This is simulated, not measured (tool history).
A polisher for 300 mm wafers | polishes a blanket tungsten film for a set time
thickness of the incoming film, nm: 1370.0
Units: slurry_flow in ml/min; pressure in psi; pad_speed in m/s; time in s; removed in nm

Run 1, hour 0.0: slurry_flow 320 ml/min, pressure 4.1 psi, pad_speed 1.08 m/s, slurry_solids 1.0, time 59 s. Result: removed 352.09 nm.
Run 2, hour 3.5: slurry_flow 320 ml/min, pressure 3.6 psi, pad_speed 1.08 m/s, slurry_solids 1.0, time 59 s. Result: removed 316.84 nm.
Run 3, hour 11.0: slurry_flow 320 ml/min, pressure 3.2 psi, pad_speed 1.06 m/s, slurry_solids 1.0, time 59 s. Result: removed 281.46 nm.
Run 4, hour 19.5: slurry_flow 320 ml/min, pressure 4.1 psi, pad_speed 1.06 m/s, slurry_solids 1.0, time 59 s. Result: removed 355.36 nm.
Run 5, hour 27.7: slurry_flow 320 ml/min, pressure 5.1 psi, pad_speed 1.06 m/s, slurry_solids 1.0, time 59 s. Result: removed 435.21 nm.
Run 6, hour 31.7: slurry_flow 275 ml/min, pressure 5.1 psi, pad_speed 1.06 m/s, slurry_solids 1.0, time 59 s. Result: removed 426.66 nm.

The next listed run, before its measurement:
Run 7, hour 34.5: slurry_flow 270 ml/min, pressure 4.0 psi, pad_speed 1.02 m/s, slurry_solids 1.0, time 59 s. Result: removed ?.

Run 7 gave removed 328.49 nm.
